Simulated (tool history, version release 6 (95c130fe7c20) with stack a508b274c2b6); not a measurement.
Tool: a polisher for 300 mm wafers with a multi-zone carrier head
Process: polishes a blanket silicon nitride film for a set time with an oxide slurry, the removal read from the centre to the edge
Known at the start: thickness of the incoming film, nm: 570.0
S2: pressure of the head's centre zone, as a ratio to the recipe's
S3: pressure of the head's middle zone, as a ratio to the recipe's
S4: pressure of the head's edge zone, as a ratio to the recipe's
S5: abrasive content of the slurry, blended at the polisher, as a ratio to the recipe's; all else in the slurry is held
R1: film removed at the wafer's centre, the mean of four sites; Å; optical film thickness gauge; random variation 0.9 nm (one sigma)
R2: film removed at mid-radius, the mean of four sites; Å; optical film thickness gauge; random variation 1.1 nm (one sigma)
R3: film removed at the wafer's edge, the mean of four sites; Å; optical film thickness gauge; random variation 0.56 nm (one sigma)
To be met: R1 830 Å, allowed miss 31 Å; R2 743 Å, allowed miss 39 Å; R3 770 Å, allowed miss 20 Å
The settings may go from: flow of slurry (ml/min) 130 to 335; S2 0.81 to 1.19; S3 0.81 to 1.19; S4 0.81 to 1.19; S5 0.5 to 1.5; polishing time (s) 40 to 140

Run 1, day 0: flow of slurry (ml/min) 215, S2 1, S3 1, S4 1, S5 1, polishing time (s) 90. Result: R1 503.8 Å, R2 518.01 Å, R3 542.26 Å.
Run 2, day 0.146: flow of slurry (ml/min) 230, S2 1.06, S3 1.02, S4 1.04, S5 1.15, polishing time (s) 91. Result: R1 596.24 Å, R2 584.8 Å, R3 609.55 Å.
Run 3, day 0.221: flow of slurry (ml/min) 230, S2 1.06, S3 1.02, S4 1.04, S5 1.15, polishing time (s) 77. Result: R1 520.65 Å, R2 501.05 Å, R3 513.85 Å.
Run 4, day 0.3: flow of slurry (ml/min) 230, S2 1.06, S3 1.02, S4 1.04, S5 1.15, polishing time (s) 58. Result: R1 384.45 Å, R2 375.03 Å, R3 391.77 Å.
Run 5, day 0.329: flow of slurry (ml/min) 230, S2 1.06, S3 1.02, S4 1.08, S5 1.15, polishing time (s) 58. Result: R1 378.66 Å, R2 371.12 Å, R3 400.34 Å.
Run 6, day 0.7: flow of slurry (ml/min) 230, S2 1.13, S3 1.02, S4 1.08, S5 1.15, polishing time (s) 58. Result: R1 409.87 Å, R2 370.22 Å, R3 398.39 Å.
Run 7, day 0.896: flow of slurry (ml/min) 245, S2 1.15, S3 1.04, S4 1.11, S5 1.25, polishing time (s) 69. Result: R1 519.87 Å, R2 478.9 Å, R3 505.7 Å.
Run 8, day 1.133: flow of slurry (ml/min) 245, S2 1.15, S3 1.04, S4 1.11, S5 1.25, polishing time (s) 69. Result: R1 519.27 Å, R2 478.88 Å, R3 500.03 Å.
Run 9, day 1.208: flow of slurry (ml/min) 260, S2 1.16, S3 1.03, S4 1.12, S5 1.35, polishing time (s) 76. Result: R1 599.43 Å, R2 535.74 Å, R3 586.58 Å.

4 next moves are on the table. One of them brings every result within its allowed miss. Which?
Run A, day 1.283: flow of slurry (ml/min) 255, S2 0.83, S3 0.85, S4 1.19, S5 1.5, polishing time (s) 113. Result: R1 ?, R2 ?, R3 ?.
Run B, day 1.283: flow of slurry (ml/min) 255, S2 1.19, S3 1.07, S4 1.09, S5 1.4, polishing time (s) 100. Result: R1 ?, R2 ?, R3 ?.
Run C, day 1.283: flow of slurry (ml/min) 245, S2 0.83, S3 1.15, S4 1.19, S5 1.4, polishing time (s) 85. Result: R1 ?, R2 ?, R3 ?.
Run D, day 1.283: flow of slurry (ml/min) 240, S2 0.91, S3 0.96, S4 1.17, S5 1.5, polishing time (s) 107. Result: R1 ?, R2 ?, R3 ?.

move      R1      R2      R3
   A  664.82  722.82  930.53
   B  823.02  749.03  762.75
   C  484.84  675.13  675.47
   D  686.95  750.87  868.44
A: takes the result that was furthest off past its target
B: meets every target
C: further off than the last run
D: takes the result that was furthest off past its target
Move B is the one to make.
